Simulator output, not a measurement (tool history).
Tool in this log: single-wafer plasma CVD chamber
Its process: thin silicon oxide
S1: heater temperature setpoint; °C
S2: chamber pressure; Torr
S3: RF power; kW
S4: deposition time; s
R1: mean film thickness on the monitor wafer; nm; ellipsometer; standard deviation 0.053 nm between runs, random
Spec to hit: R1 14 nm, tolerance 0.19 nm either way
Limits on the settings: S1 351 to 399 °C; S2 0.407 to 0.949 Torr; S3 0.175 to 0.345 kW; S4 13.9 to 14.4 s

Run 1, hour 0: S1 375 °C, S2 0.678 Torr, S3 0.26 kW, S4 13.9 s. Result: R1 18.731 nm.
Run 2, hour 8.7: S1 375 °C, S2 0.759 Torr, S3 0.26 kW, S4 13.9 s. Result: R1 20.913 nm.
Run 3, hour 9.7: S1 375 °C, S2 0.728 Torr, S3 0.26 kW, S4 13.9 s. Result: R1 19.976 nm.
Run 4, hour 13.1: S1 375 °C, S2 0.728 Torr, S3 0.29 kW, S4 13.9 s. Result: R1 21.287 nm.
Run 5, hour 21.5: S1 375 °C, S2 0.728 Torr, S3 0.29 kW, S4 13.9 s. Result: R1 21.324 nm.
Run 6, hour 26.5: S1 375 °C, S2 0.696 Torr, S3 0.29 kW, S4 13.9 s. Result: R1 20.427 nm.
Run 7, hour 27.3: S1 375 °C, S2 0.56 Torr, S3 0.285 kW, S4 13.9 s. Result: R1 16.421 nm.
Run 8, hour 29.5: S1 375 °C, S2 0.548 Torr, S3 0.285 kW, S4 13.9 s. Result: R1 16.179 nm.
Run 9, hour 34.5: S1 375 °C, S2 0.537 Torr, S3 0.285 kW, S4 13.9 s. Result: R1 15.832 nm.
Run 10, hour 35.8: S1 375 °C, S2 0.528 Torr, S3 0.285 kW, S4 13.9 s. Result: R1 15.606 nm.
Run 11, hour 43.4: S1 375 °C, S2 0.52 Torr, S3 0.285 kW, S4 13.9 s. Result: R1 15.388 nm.
Run 12, hour 52.4: S1 375 °C, S2 0.449 Torr, S3 0.285 kW, S4 13.9 s. Result: R1 13.38 nm.
Run 13, hour 54.3: S1 375 °C, S2 0.452 Torr, S3 0.285 kW, S4 13.9 s. Result: R1 13.417 nm.
Run 14, hour 59.2: S1 375 °C, S2 0.455 Torr, S3 0.285 kW, S4 13.9 s. Result: R1 13.521 nm.
Run 15, hour 64.8: S1 375 °C, S2 0.481 Torr, S3 0.285 kW, S4 13.9 s. Result: R1 14.265 nm.
Run 16, hour 67.2: S1 375 °C, S2 0.48 Torr, S3 0.285 kW, S4 13.9 s. Result: R1 14.366 nm.

Exactly one of the 5 candidate moves below puts every result within its allowed miss. Which one?
Run A, hour 69.6: S1 370 °C, S2 0.5 Torr, S3 0.255 kW, S4 13.9 s. Result: R1 ?.
Run B, hour 69.6: S1 376 °C, S2 0.48 Torr, S3 0.3 kW, S4 14.4 s. Result: R1 ?.
Run C, hour 69.6: S1 387 °C, S2 0.448 Torr, S3 0.3 kW, S4 13.9 s. Result: R1 ?.
Run D, hour 69.6: S1 355 °C, S2 0.489 Torr, S3 0.28 kW, S4 13.9 s. Result: R1 ?.
Run E, hour 69.6: S1 377 °C, S2 0.432 Torr, S3 0.315 kW, S4 13.9 s. Result: R1 ?.

move      R1
   A  14.058
   B  15.095
   C  13.556
   D   14.57
   E  13.464
A: in spec on every target
B: lands further from the targets than the last run did
C: pushes the last run's worst result past its target
D: lands further from the targets than the last run did
E: pushes the last run's worst result past its target
A is the move that brings every result within its allowed miss.
